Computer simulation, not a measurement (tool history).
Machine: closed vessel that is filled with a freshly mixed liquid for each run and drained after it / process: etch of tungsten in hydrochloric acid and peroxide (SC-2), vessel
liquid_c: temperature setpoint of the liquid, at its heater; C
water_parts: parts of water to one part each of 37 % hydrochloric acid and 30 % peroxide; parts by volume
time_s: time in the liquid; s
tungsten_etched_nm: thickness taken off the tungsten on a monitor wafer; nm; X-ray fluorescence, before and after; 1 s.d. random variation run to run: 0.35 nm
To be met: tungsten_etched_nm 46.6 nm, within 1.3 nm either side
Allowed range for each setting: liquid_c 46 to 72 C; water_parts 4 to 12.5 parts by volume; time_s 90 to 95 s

run	hour	liquid_c	water_parts	time_s	tungsten_etched_nm
1	0	62	7	90	59.307
2	2.2	61	7	90	55.527
3	7.5	61	9.5	90	43.445
4	11.1	54	9.5	90	27.782
5	19.4	54	9.5	90	28.465
6	25	56.5	9.5	90	32.835
7	33.1	56.5	9.5	90	32.834
8	41.4	58.5	9.5	90	36.609
9	46.5	60	9.5	90	40.83
10	51	60.5	9.5	90	41.907
11	55.9	61	9.5	90	43.834
12	59.3	61.5	9.5	90	45.267

Exercise: of the 5 proposed moves below, exactly one satisfies all targets within the stated allowed misses. Which move is it?
A	62.7	61.5	9	90	?
B	62.7	65	11	90	?
C	62.7	62	9.5	95	?
D	62.7	62.5	9	90	?
E	62.7	62.5	9.5	95	?

move	tungsten_etched_nm
A	46.93
B	49.253
C	48.878
D	49.932
E	50.414
A: all results land within tolerance of their targets
B: the result that was furthest off in the last run now lies on the other side of its target
C: the result that was furthest off in the last run now lies on the other side of its target
D: the result that was furthest off in the last run now lies on the other side of its target
E: the result that was furthest off in the last run now lies on the other side of its target
The move that meets every target is A.
